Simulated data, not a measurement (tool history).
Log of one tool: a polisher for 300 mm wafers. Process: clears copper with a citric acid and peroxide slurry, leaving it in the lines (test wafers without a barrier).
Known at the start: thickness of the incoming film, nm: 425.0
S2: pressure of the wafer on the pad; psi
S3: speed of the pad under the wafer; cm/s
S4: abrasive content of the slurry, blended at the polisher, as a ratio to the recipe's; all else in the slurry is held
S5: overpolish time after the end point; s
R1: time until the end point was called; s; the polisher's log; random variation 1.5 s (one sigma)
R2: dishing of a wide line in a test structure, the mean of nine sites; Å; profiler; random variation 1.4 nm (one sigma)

Run 1, hour 0.0: flow of slurry (ml/min) 225, S2 4.0 psi, S3 138 cm/s, S4 1.0, S5 13 s. Result: R1 125.570 s, R2 346.78 Å.
Run 2, hour 6.8: flow of slurry (ml/min) 225, S2 4.0 psi, S3 138 cm/s, S4 0.9, S5 13 s. Result: R1 130.610 s, R2 342.53 Å.
Run 3, hour 11.9: flow of slurry (ml/min) 225, S2 4.4 psi, S3 138 cm/s, S4 0.9, S5 13 s. Result: R1 117.940 s, R2 382.75 Å.
Run 4, hour 16.9: flow of slurry (ml/min) 225, S2 4.4 psi, S3 138 cm/s, S4 0.7, S5 13 s. Result: R1 125.250 s, R2 368.09 Å.
Run 5, hour 20.3: flow of slurry (ml/min) 225, S2 4.8 psi, S3 138 cm/s, S4 0.7, S5 13 s. Result: R1 114.990 s, R2 391.20 Å.
Run 6, hour 29.0: flow of slurry (ml/min) 225, S2 5.0 psi, S3 140 cm/s, S4 0.7, S5 14 s. Result: R1 106.340 s, R2 437.48 Å.
Run 7, hour 36.3: flow of slurry (ml/min) 225, S2 5.1 psi, S3 142 cm/s, S4 0.7, S5 15 s. Result: R1 104.130 s, R2 474.62 Å.
Run 8, hour 38.1: flow of slurry (ml/min) 225, S2 5.2 psi, S3 142 cm/s, S4 0.7, S5 16 s. Result: R1 100.880 s, R2 537.97 Å.
Run 9, hour 45.6: flow of slurry (ml/min) 225, S2 5.3 psi, S3 142 cm/s, S4 0.7, S5 17 s. Result: R1 102.960 s, R2 554.59 Å.
Run 10, hour 47.6: flow of slurry (ml/min) 225, S2 5.4 psi, S3 142 cm/s, S4 0.7, S5 18 s. Result: R1 98.663 s, R2 586.41 Å.
Run 11, hour 54.8: flow of slurry (ml/min) 225, S2 5.5 psi, S3 142 cm/s, S4 0.7, S5 19 s. Result: R1 95.870 s, R2 640.12 Å.
At hour 56.3: slurry nozzle cleaned.
Run 12, hour 56.3: flow of slurry (ml/min) 225, S2 5.6 psi, S3 142 cm/s, S4 0.7, S5 19 s. Result: R1 91.896 s, R2 671.20 Å.

Forecast run 13:
Run 13, hour 62.5: flow of slurry (ml/min) 225, S2 5.7 psi, S3 142 cm/s, S4 0.7, S5 20 s. Result: R1 ?, R2 ?.

Run 13 gave R1 87.924 s, R2 706.22 Å.
